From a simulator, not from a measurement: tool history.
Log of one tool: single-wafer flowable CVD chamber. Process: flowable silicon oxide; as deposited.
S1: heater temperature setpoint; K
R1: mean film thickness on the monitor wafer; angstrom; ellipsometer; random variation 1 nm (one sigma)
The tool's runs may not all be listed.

Run 1, hour 0: S1 363.15 K, chamber pressure (Pa) 109.6, RF power (kW) 1.89, deposition time (s) 760. Result: R1 7340.9 angstrom.
Run 2, hour 5.7: S1 363.15 K, chamber pressure (Pa) 109.6, RF power (kW) 1.645, deposition time (s) 760. Result: R1 7109.7 angstrom.
Run 3, hour 10.9: S1 363.15 K, chamber pressure (Pa) 109.6, RF power (kW) 1.89, deposition time (s) 760. Result: R1 7373.1 angstrom.
Run 4, hour 19: S1 363.15 K, chamber pressure (Pa) 109.6, RF power (kW) 2.155, deposition time (s) 760. Result: R1 7559.6 angstrom.
Run 5, hour 21.6: S1 367.15 K, chamber pressure (Pa) 109.6, RF power (kW) 2.155, deposition time (s) 760. Result: R1 6475.6 angstrom.
Run 6, hour 24.9: S1 361.15 K, chamber pressure (Pa) 109.6, RF power (kW) 2.155, deposition time (s) 760. Result: R1 8056.2 angstrom.
Run 7, hour 31.3: S1 366.15 K, chamber pressure (Pa) 109.6, RF power (kW) 2.155, deposition time (s) 760. Result: R1 6718.9 angstrom.
Run 8, hour 36: S1 369.15 K, chamber pressure (Pa) 109.6, RF power (kW) 2.155, deposition time (s) 760. Result: R1 5989.3 angstrom.
Run 9, hour 41.4: S1 371.15 K, chamber pressure (Pa) 109.6, RF power (kW) 2.155, deposition time (s) 760. Result: R1 5583.4 angstrom.
Run 10, hour 48.3: S1 372.15 K, chamber pressure (Pa) 109.6, RF power (kW) 2.155, deposition time (s) 760. Result: R1 5381.8 angstrom.

Run 11 comes next. What will it give?
Run 11, hour 50.8: S1 373.15 K, chamber pressure (Pa) 109.6, RF power (kW) 2.155, deposition time (s) 760. Result: R1 ?.

Run 11 gave R1 5161.5 angstrom.
